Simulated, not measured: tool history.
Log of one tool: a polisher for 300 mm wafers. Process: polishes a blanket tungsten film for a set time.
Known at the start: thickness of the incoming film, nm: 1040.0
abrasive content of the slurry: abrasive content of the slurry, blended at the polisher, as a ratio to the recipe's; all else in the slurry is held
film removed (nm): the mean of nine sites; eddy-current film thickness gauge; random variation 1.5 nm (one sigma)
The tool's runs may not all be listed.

run	day	flow of slurry (ml/min)	pressure of the wafer on the pad (kPa)	speed of the pad under the wafer (cm/s)	abrasive content of the slurry	polishing time (s)	film removed (nm)
1	0.000	125	26.2	128	1.0	41	240.82
2	0.112	120	25.5	128	1.0	41	226.70
3	0.404	120	22.8	128	1.0	41	206.19
4	0.633	115	22.1	128	1.0	41	195.79
5	0.925	110	22.1	128	1.0	41	200.05
6	1.012	110	21.4	128	1.0	41	189.57
7	1.288	105	21.4	128	1.0	41	189.04
8	1.583	90	19.3	128	1.0	41	164.22
9	1.954	100	19.3	128	1.0	41	167.35

The next listed run, before its measurement:
10	2.083	110	20.0	128	1.0	41	?

film removed (nm): 177.30
